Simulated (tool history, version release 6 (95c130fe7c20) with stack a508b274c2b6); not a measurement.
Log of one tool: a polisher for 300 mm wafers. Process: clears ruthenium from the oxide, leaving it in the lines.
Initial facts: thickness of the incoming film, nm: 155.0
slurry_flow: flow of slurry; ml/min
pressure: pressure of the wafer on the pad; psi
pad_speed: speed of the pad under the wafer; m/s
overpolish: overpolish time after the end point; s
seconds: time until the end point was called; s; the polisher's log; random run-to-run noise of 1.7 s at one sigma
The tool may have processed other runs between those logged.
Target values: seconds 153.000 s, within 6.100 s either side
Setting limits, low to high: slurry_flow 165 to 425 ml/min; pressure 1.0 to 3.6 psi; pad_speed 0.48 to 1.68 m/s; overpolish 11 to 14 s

Run 1, day 0.000: slurry_flow 275 ml/min, pressure 2.3 psi, pad_speed 1.08 m/s, overpolish 14 s. Result: seconds 95.200 s.
Run 2, day 0.250: slurry_flow 275 ml/min, pressure 2.3 psi, pad_speed 1.24 m/s, overpolish 14 s. Result: seconds 83.552 s.
Run 3, day 0.321: slurry_flow 275 ml/min, pressure 1.9 psi, pad_speed 1.22 m/s, overpolish 14 s. Result: seconds 98.869 s.
Run 4, day 0.467: slurry_flow 275 ml/min, pressure 2.3 psi, pad_speed 1.22 m/s, overpolish 14 s. Result: seconds 85.286 s.
Run 5, day 0.746: slurry_flow 275 ml/min, pressure 1.9 psi, pad_speed 1.22 m/s, overpolish 14 s. Result: seconds 97.526 s.
Run 6, day 0.954: slurry_flow 325 ml/min, pressure 1.9 psi, pad_speed 1.22 m/s, overpolish 14 s. Result: seconds 97.711 s.
Run 7, day 1.054: slurry_flow 325 ml/min, pressure 1.6 psi, pad_speed 1.18 m/s, overpolish 14 s. Result: seconds 113.610 s.
Run 8, day 1.150: slurry_flow 325 ml/min, pressure 1.4 psi, pad_speed 1.16 m/s, overpolish 14 s. Result: seconds 130.390 s.
Run 9, day 1.242: slurry_flow 325 ml/min, pressure 1.0 psi, pad_speed 1.16 m/s, overpolish 14 s. Result: seconds 163.060 s.
Run 10, day 1.446: slurry_flow 330 ml/min, pressure 1.0 psi, pad_speed 1.16 m/s, overpolish 14 s. Result: seconds 163.230 s.
Run 11, day 1.621: slurry_flow 335 ml/min, pressure 1.0 psi, pad_speed 1.16 m/s, overpolish 14 s. Result: seconds 161.250 s.

Below are 5 possible settings for the next run. Only one of them brings all results inside the allowed miss of their targets. Which is it?
Run A, day 1.796: slurry_flow 280 ml/min, pressure 1.1 psi, pad_speed 0.98 m/s, overpolish 14 s. Result: seconds ?.
Run B, day 1.796: slurry_flow 345 ml/min, pressure 1.2 psi, pad_speed 0.98 m/s, overpolish 14 s. Result: seconds ?.
Run C, day 1.796: slurry_flow 340 ml/min, pressure 1.1 psi, pad_speed 1.14 m/s, overpolish 14 s. Result: seconds ?.
Run D, day 1.796: slurry_flow 335 ml/min, pressure 1.0 psi, pad_speed 1.08 m/s, overpolish 11 s. Result: seconds ?.
Run E, day 1.796: slurry_flow 365 ml/min, pressure 1.0 psi, pad_speed 1.06 m/s, overpolish 12 s. Result: seconds ?.

move  seconds
   A  180.790
   B  167.440
   C  154.300
   D  173.520
   E  175.580
A: lands further from the targets than the last run did
B: lands further from the targets than the last run did
C: hits every target within its allowed miss
D: lands further from the targets than the last run did
E: lands further from the targets than the last run did
So the answer is move C, the one that meets all the targets.
